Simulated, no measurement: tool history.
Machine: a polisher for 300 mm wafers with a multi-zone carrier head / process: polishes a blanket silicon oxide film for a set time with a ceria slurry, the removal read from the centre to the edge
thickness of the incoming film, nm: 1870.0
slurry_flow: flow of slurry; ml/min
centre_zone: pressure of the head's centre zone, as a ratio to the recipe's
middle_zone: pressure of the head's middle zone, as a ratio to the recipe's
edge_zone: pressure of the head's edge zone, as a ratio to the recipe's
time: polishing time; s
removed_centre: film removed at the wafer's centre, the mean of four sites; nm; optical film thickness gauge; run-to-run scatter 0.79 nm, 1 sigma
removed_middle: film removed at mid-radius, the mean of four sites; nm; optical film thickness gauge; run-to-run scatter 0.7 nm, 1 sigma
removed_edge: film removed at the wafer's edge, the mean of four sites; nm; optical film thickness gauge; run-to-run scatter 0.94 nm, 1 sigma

| run | hour | slurry_flow | centre_zone | middle_zone | edge_zone | time | removed_centre | removed_middle | removed_edge |
|---|---|---|---|---|---|---|---|---|---|
| 1 | 0 | 285 | 1 | 1 | 1 | 31 | 120.71 | 125.22 | 120.66 |
| 2 | 2 | 270 | 0.94 | 1 | 0.97 | 30 | 107.79 | 120.77 | 113.72 |
| 3 | 6 | 270 | 1.02 | 1 | 0.97 | 30 | 116.97 | 120.27 | 115.9 |
| 4 | 12.7 | 215 | 1.02 | 1 | 0.97 | 30 | 113.4 | 117.18 | 110.6 |
| 5 | 20.7 | 215 | 0.99 | 1 | 0.97 | 30 | 110.07 | 117.06 | 110.86 |
| 6 | 22.2 | 215 | 0.99 | 1.07 | 0.97 | 30 | 109.49 | 124.28 | 111.67 |
| 7 | 30 | 205 | 0.94 | 1.04 | 0.96 | 29 | 99.623 | 115.52 | 105.95 |
| 8 | 36.6 | 195 | 0.9 | 1.03 | 0.94 | 29 | 96.434 | 116.42 | 106.4 |
| 9 | 45.1 | 190 | 0.88 | 1.02 | 0.93 | 28 | 89.725 | 107.91 | 100.94 |

What will run 10 give?
| 10 | 52.5 | 185 | 0.86 | 1.02 | 0.91 | 28 | ? | ? | ? |

removed_centre: 87.504 nm
removed_middle: 108.32 nm
removed_edge: 98.731 nm
